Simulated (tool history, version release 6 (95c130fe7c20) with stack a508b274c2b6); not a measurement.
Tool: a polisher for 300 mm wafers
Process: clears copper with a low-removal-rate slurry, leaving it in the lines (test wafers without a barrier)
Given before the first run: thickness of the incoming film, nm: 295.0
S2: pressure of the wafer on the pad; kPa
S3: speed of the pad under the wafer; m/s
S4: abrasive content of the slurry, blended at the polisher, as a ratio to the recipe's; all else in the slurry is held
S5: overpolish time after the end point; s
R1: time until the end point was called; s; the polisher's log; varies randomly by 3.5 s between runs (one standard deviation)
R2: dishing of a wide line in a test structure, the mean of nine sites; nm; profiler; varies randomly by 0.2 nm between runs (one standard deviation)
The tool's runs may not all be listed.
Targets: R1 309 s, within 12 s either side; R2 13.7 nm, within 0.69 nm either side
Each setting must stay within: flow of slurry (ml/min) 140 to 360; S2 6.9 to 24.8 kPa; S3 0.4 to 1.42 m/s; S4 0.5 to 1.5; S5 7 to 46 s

Run 1, hour 0: flow of slurry (ml/min) 230, S2 15.9 kPa, S3 0.9 m/s, S4 1, S5 24 s. Result: R1 173.77 s, R2 14.406 nm.
Run 2, hour 2.4: flow of slurry (ml/min) 230, S2 15.9 kPa, S3 0.9 m/s, S4 0.9, S5 24 s. Result: R1 178.11 s, R2 14.204 nm.
Run 3, hour 4.1: flow of slurry (ml/min) 230, S2 15.9 kPa, S3 0.8 m/s, S4 0.9, S5 24 s. Result: R1 196.95 s, R2 13.407 nm.
Run 4, hour 4.9: flow of slurry (ml/min) 230, S2 15.9 kPa, S3 0.8 m/s, S4 1.05, S5 24 s. Result: R1 185.45 s, R2 13.952 nm.
Run 5, hour 10.5: flow of slurry (ml/min) 230, S2 15.9 kPa, S3 0.8 m/s, S4 1.05, S5 34 s. Result: R1 189.99 s, R2 14.459 nm.
Run 6, hour 16.5: flow of slurry (ml/min) 230, S2 15.9 kPa, S3 1.02 m/s, S4 1.05, S5 34 s. Result: R1 151.84 s, R2 14.795 nm.
Run 7, hour 23.3: flow of slurry (ml/min) 230, S2 13.1 kPa, S3 0.96 m/s, S4 1.1, S5 38 s. Result: R1 193.78 s, R2 14.507 nm.
Run 8, hour 30.9: flow of slurry (ml/min) 230, S2 11 kPa, S3 0.94 m/s, S4 1.1, S5 40 s. Result: R1 231.2 s, R2 14.338 nm.
Run 9, hour 35.1: flow of slurry (ml/min) 230, S2 9.7 kPa, S3 0.94 m/s, S4 1.1, S5 40 s. Result: R1 265.97 s, R2 14.139 nm.
Run 10, hour 39.6: flow of slurry (ml/min) 230, S2 9 kPa, S3 0.94 m/s, S4 1.1, S5 39 s. Result: R1 279.63 s, R2 13.655 nm.

Below are 4 possible settings for the next run. Only one of them brings all results inside the allowed miss of their targets. Which is it?
Run A, hour 44.1: flow of slurry (ml/min) 235, S2 11 kPa, S3 0.68 m/s, S4 0.9, S5 37 s. Result: R1 ?, R2 ?.
Run B, hour 44.1: flow of slurry (ml/min) 280, S2 11 kPa, S3 0.52 m/s, S4 1.2, S5 42 s. Result: R1 ?, R2 ?.
Run C, hour 44.1: flow of slurry (ml/min) 210, S2 9 kPa, S3 1.08 m/s, S4 1.15, S5 29 s. Result: R1 ?, R2 ?.
Run D, hour 44.1: flow of slurry (ml/min) 235, S2 9.7 kPa, S3 0.98 m/s, S4 1.2, S5 26 s. Result: R1 ?, R2 ?.

move      R1      R2
   A  305.49  13.461
   B  334.35  13.581
   C  252.35   13.14
   D  248.08  12.849
A: all results in spec
B: pushes the last run's worst result past its target
C: further off than the last run
D: further off than the last run
The right move is A.
